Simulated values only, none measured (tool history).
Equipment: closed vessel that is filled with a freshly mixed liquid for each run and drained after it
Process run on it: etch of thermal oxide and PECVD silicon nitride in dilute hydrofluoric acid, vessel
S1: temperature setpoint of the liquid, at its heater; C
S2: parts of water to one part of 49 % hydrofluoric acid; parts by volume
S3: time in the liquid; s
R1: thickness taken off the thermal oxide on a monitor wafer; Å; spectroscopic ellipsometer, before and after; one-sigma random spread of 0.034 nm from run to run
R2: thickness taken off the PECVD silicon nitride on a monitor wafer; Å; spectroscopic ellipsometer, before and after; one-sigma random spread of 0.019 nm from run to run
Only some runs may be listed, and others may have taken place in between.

run 1 day=0.000 | S1=21.0 S2=70 S3=235 | R1=178.600 R2=64.721
run 2 day=0.254 | S1=21.0 S2=95 S3=235 | R1=129.860 R2=47.861
run 3 day=0.350 | S1=21.0 S2=85 S3=235 | R1=146.100 R2=53.412
run 4 day=0.646 | S1=21.0 S2=95 S3=230 | R1=125.910 R2=46.777
run 5 day=0.692 | S1=18.5 S2=95 S3=230 | R1=115.130 R2=39.637
run 6 day=0.812 | S1=18.5 S2=75 S3=230 | R1=146.740 R2=50.084
run 7 day=1.192 | S1=19.0 S2=85 S3=225 | R1=129.840 R2=44.369

Forecast run 8:
run 8 day=1.342 | S1=22.0 S2=115 S3=200 | R1=? R2=?

{"run 8": {"R1": 91.963, "R2": 36.576}}

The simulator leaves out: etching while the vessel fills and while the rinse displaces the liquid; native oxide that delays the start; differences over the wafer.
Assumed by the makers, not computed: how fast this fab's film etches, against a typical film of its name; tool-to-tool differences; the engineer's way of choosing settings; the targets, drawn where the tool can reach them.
